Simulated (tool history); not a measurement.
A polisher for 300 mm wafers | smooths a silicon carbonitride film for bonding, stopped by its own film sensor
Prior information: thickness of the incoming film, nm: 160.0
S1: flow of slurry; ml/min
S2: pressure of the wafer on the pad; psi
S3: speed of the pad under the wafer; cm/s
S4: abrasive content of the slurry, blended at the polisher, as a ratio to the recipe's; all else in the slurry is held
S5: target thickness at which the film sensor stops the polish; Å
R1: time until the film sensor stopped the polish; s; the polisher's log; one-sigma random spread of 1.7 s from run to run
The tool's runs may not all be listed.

{"run": 1, "hour": 0.0, "S1": 125, "S2": 1.6, "S3": 72, "S4": 1, "S5": 1510, "R1": 59.114}
{"run": 2, "hour": 4.7, "S1": 140, "S2": 1.6, "S3": 72, "S4": 1, "S5": 1510, "R1": 59.054}
{"run": 3, "hour": 10.5, "S1": 140, "S2": 1.6, "S3": 72, "S4": 1.15, "S5": 1510, "R1": 56.192}
{"run": 4, "hour": 15.9, "S1": 115, "S2": 1.6, "S3": 72, "S4": 1.15, "S5": 1510, "R1": 59.798}
{"run": 5, "hour": 22.0, "S1": 115, "S2": 1.6, "S3": 72, "S4": 1, "S5": 1510, "R1": 59.232}
{"run": 6, "hour": 24.2, "S1": 115, "S2": 1.4, "S3": 70, "S4": 1, "S5": 1510, "R1": 70.979}

Run 7, settings as shown, results not yet in. Your forecast:
{"run": 7, "hour": 27.1, "S1": 115, "S2": 1.3, "S3": 70, "S4": 1, "S5": 1510, "R1": "?"}

Run 7 measured R1 76.938 s.

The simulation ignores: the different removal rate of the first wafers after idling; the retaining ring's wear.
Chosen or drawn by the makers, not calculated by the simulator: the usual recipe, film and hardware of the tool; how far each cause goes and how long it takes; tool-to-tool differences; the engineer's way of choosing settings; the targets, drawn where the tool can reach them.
